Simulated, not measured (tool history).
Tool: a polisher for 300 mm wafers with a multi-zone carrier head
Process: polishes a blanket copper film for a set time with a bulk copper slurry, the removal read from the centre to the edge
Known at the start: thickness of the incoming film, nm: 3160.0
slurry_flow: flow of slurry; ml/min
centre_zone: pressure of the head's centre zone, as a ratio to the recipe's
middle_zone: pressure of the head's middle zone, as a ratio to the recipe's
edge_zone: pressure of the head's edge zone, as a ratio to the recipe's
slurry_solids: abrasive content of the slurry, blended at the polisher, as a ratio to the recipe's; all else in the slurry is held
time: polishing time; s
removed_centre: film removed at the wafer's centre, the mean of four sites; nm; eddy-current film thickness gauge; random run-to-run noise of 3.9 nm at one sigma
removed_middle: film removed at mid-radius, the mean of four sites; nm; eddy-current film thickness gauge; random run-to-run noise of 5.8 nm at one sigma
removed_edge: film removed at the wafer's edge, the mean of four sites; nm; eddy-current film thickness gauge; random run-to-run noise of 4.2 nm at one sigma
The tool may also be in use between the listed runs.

run	hour	slurry_flow	centre_zone	middle_zone	edge_zone	slurry_solids	time	removed_centre	removed_middle	removed_edge
1	0	295	1	1	1	1	71	651.97	655.14	653.61
2	8.2	235	1	1	1	1	71	646.89	628.38	643.9
3	14.4	250	0.95	1.04	0.97	0.9	71	586.84	650.34	619.92
4	21.7	245	0.92	1.05	0.93	0.85	71	575.28	648.43	607.93
5	23.8	285	0.92	1.05	0.93	0.85	71	576.5	659.11	609.79
6	31.2	280	0.89	1.07	0.91	0.8	71	546.95	644.31	587.26
7	33	280	0.87	1.09	0.9	0.8	71	543.91	657.53	583.08

Run 8 is up next; what results do you expect?
8	34.7	275	0.85	1.11	0.91	0.75	71	?	?	?

removed_centre: 519.59 nm
removed_middle: 666.6 nm
removed_edge: 584.35 nm
